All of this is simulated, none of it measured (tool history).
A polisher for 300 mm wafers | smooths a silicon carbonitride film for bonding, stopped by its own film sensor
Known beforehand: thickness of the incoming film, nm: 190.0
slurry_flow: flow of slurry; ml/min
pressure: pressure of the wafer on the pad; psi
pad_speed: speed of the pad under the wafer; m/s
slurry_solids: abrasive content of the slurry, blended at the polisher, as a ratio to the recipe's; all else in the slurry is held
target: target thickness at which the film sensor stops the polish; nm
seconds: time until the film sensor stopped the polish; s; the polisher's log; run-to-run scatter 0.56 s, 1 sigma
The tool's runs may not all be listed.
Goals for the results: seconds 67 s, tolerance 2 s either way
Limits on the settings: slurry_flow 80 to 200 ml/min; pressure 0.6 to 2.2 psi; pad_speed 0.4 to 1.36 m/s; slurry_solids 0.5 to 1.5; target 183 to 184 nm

run  hour  slurry_flow  pressure  pad_speed  slurry_solids  target  seconds
  1     0          130       1.4       0.88              1     183   39.554
  2   2.5          125       1.3       0.88              1     183   42.466
  3  11.3          120       1.2       0.88              1     183   45.797
  4  12.7          120       1.4       0.88              1     183   39.914
  5  14.9          120       1.4       0.88              1     183   40.156
  6  17.4          120       1.4       0.88            0.9     183   41.821
  7  24.8          115       1.3       0.88            0.9     183   44.492
  8  29.9          115       1.3       0.88            0.9     183   44.942
  9  37.7          115       1.2       0.88            0.9     183   47.863
 10    41          115       1.1       0.88            0.9     183   50.824
 11  44.5          115         1       0.88            0.9     183   55.527
 12  47.1          115       0.9       0.88            0.9     183   59.488

Of the 5 settings listed for the next run, only one would bring every result within its allowed miss of target. Which one?
  A  49.7          120         1        0.7           0.85     183        ?
  B  49.7          100       0.8       0.96            0.9     183        ?
  C  49.7           80       0.9       0.98              1     184        ?
  D  49.7          125       0.8       0.92           0.75     184        ?
  E  49.7          115       0.9       0.82           1.05     184        ?

move  seconds
   A   66.839
   B   62.336
   C   49.977
   D   56.254
   E   50.641
A: every result lands within tolerance
B: closes in on the targets versus the last run, not all within tolerance yet
C: misses by more than the last run did
D: misses by more than the last run did
E: misses by more than the last run did
Move A is the one to make.

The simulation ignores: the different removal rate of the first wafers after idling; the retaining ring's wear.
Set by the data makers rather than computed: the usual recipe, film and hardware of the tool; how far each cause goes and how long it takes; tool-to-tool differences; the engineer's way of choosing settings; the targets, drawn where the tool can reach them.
